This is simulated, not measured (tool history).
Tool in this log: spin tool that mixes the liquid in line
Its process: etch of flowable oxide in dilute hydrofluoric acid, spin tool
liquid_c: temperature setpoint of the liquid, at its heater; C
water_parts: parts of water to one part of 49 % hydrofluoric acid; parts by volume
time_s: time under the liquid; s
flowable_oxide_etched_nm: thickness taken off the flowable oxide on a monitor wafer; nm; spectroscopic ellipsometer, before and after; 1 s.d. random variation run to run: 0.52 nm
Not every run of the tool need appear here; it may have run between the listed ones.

run    day  liquid_c  water_parts  time_s  flowable_oxide_etched_nm
  1  0.000      21.0          100     230                    87.942
  2  0.175      18.0          100     230                    77.550
  3  0.533      18.0          100     245                    81.661
  4  0.654      18.0          100     230                    77.465
  5  0.692      19.0          100     230                    80.560
  6  0.867      20.0          100     230                    83.878

The next listed run, before its measurement:
  7  1.104      20.5          100     230                         ?

{"run 7": {"flowable_oxide_etched_nm": 85.681}}
